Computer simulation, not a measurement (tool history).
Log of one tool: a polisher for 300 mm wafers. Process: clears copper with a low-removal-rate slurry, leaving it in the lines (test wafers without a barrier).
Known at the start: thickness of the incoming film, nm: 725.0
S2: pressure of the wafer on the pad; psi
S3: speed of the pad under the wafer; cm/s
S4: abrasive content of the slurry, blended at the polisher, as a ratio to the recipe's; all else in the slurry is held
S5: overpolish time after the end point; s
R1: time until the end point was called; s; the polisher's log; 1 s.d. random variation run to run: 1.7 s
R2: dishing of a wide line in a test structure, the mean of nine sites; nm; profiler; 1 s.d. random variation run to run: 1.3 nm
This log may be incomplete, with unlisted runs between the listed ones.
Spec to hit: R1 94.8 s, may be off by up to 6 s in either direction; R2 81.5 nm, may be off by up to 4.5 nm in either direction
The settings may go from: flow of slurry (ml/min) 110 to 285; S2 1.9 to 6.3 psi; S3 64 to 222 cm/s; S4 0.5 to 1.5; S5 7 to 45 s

{"run": 1, "hour": 0.0, "flow of slurry (ml/min)": 180, "S2": 4.1, "S3": 142, "S4": 1, "S5": 23, "R1": 120.36, "R2": 89.431}
{"run": 2, "hour": 2.6, "flow of slurry (ml/min)": 180, "S2": 4.1, "S3": 142, "S4": 1.1, "S5": 23, "R1": 120.51, "R2": 89.242}
{"run": 3, "hour": 11.1, "flow of slurry (ml/min)": 180, "S2": 4.2, "S3": 142, "S4": 1.1, "S5": 22, "R1": 116.64, "R2": 88.727}
{"run": 4, "hour": 18.5, "flow of slurry (ml/min)": 180, "S2": 4.2, "S3": 142, "S4": 1.1, "S5": 27, "R1": 118.16, "R2": 104.63}
{"run": 5, "hour": 25.0, "flow of slurry (ml/min)": 180, "S2": 4.3, "S3": 142, "S4": 1.1, "S5": 26, "R1": 113.85, "R2": 99.588}
{"run": 6, "hour": 28.5, "flow of slurry (ml/min)": 180, "S2": 4.4, "S3": 142, "S4": 1.1, "S5": 25, "R1": 108.57, "R2": 100.7}
{"run": 7, "hour": 32.5, "flow of slurry (ml/min)": 180, "S2": 4.5, "S3": 142, "S4": 1.1, "S5": 24, "R1": 109.29, "R2": 101.81}
{"run": 8, "hour": 40.9, "flow of slurry (ml/min)": 195, "S2": 5, "S3": 154, "S4": 1.1, "S5": 13, "R1": 88.552, "R2": 73.096}

Consider the 5 candidate settings below. Which is the only one whose results all fall within their allowed miss of target?
{"run": "A", "hour": 49.3, "flow of slurry (ml/min)": 240, "S2": 4.1, "S3": 196, "S4": 1.15, "S5": 10, "R1": "?", "R2": "?"}
{"run": "B", "hour": 49.3, "flow of slurry (ml/min)": 180, "S2": 4.7, "S3": 164, "S4": 1.1, "S5": 19, "R1": "?", "R2": "?"}
{"run": "C", "hour": 49.3, "flow of slurry (ml/min)": 195, "S2": 4.3, "S3": 168, "S4": 1.25, "S5": 16, "R1": "?", "R2": "?"}
{"run": "D", "hour": 49.3, "flow of slurry (ml/min)": 195, "S2": 4.2, "S3": 134, "S4": 1.3, "S5": 22, "R1": "?", "R2": "?"}
{"run": "E", "hour": 49.3, "flow of slurry (ml/min)": 190, "S2": 5.3, "S3": 158, "S4": 1.05, "S5": 10, "R1": "?", "R2": "?"}

move=A R1=79.684 R2=61.261
move=B R1=87.198 R2=96.486
move=C R1=89.304 R2=82.314
move=D R1=112.87 R2=87.754
move=E R1=80.519 R2=61.526
A: its largest miss is bigger than the last run's
B: carries the result that was furthest off beyond its target, to the other side
C: in spec on every target
D: carries the result that was furthest off beyond its target, to the other side
E: its largest miss is bigger than the last run's
The right move is C.
